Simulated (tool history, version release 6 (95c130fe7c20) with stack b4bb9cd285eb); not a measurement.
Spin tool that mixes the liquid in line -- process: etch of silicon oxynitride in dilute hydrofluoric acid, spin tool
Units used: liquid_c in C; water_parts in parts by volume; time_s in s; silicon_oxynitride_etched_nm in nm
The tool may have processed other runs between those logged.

run	hour	liquid_c	water_parts	time_s	silicon_oxynitride_etched_nm
1	0.0	23.0	275	270	3.9910
2	8.4	21.5	310	270	3.2592
3	13.4	21.5	390	270	2.4079
4	21.1	21.5	390	270	2.4921
5	25.0	20.5	400	270	2.2554
6	28.8	22.5	400	270	2.4509
7	29.7	21.0	405	270	2.2872
8	37.9	20.0	410	270	2.1440

Run 9, settings as shown, results not yet in. Your forecast:
9	44.5	19.5	415	270	?

Run 9 gave silicon_oxynitride_etched_nm 2.0562 nm.

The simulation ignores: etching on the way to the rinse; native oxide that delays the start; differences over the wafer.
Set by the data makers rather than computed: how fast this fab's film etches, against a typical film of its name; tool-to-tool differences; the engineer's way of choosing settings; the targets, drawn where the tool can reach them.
